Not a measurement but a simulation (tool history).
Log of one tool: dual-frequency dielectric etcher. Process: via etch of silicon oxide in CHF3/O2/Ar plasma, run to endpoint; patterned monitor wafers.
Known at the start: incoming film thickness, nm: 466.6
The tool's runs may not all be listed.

{"run": 1, "hour": 0.0, "source power (kW)": 0.91, "bias power (kW)": 0.178, "endpoint time (s)": 245.97}
{"run": 2, "hour": 1.0, "source power (kW)": 0.84, "bias power (kW)": 0.178, "endpoint time (s)": 253.21}
{"run": 3, "hour": 4.8, "source power (kW)": 0.98, "bias power (kW)": 0.178, "endpoint time (s)": 240.29}
{"run": 4, "hour": 9.1, "source power (kW)": 0.89, "bias power (kW)": 0.178, "endpoint time (s)": 245.14}
{"run": 5, "hour": 12.9, "source power (kW)": 0.81, "bias power (kW)": 0.164, "endpoint time (s)": 259.45}
{"run": 6, "hour": 14.0, "source power (kW)": 0.74, "bias power (kW)": 0.154, "endpoint time (s)": 274.36}

Forecast run 7:
{"run": 7, "hour": 22.4, "source power (kW)": 0.74, "bias power (kW)": 0.154, "endpoint time (s)": "?"}

{"run 7": {"endpoint time (s)": 274.49}}

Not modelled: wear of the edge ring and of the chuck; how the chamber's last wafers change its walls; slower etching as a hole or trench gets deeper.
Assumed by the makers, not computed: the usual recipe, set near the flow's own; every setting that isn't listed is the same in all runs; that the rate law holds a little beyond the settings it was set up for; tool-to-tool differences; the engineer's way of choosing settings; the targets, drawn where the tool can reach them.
